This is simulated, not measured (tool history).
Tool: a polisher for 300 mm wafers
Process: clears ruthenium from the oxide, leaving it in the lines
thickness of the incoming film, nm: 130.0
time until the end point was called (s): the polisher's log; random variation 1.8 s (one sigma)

run  hour  flow of slurry (ml/min)  pressure of the wafer on the pad (kPa)  speed of the pad under the wafer (cm/s)  overpolish time after the end point (s)  time until the end point was called (s)
  1   0.0                      285                                    11.0                                       96                                       27                                   133.08
  2   4.9                      285                                    13.8                                       96                                       27                                   109.49
  3   9.9                      285                                    13.8                                       96                                       27                                   106.60
  4  17.0                      285                                    13.8                                       96                                       27                                   106.61
  5  23.1                      285                                    13.8                                       84                                       27                                   125.21
  6  30.6                      285                                    13.8                                       84                                       28                                   117.08

The next listed run, before its measurement:
  7  33.9                      285                                    14.5                                       86                                       28                                        ?

time until the end point was called (s): 115.82

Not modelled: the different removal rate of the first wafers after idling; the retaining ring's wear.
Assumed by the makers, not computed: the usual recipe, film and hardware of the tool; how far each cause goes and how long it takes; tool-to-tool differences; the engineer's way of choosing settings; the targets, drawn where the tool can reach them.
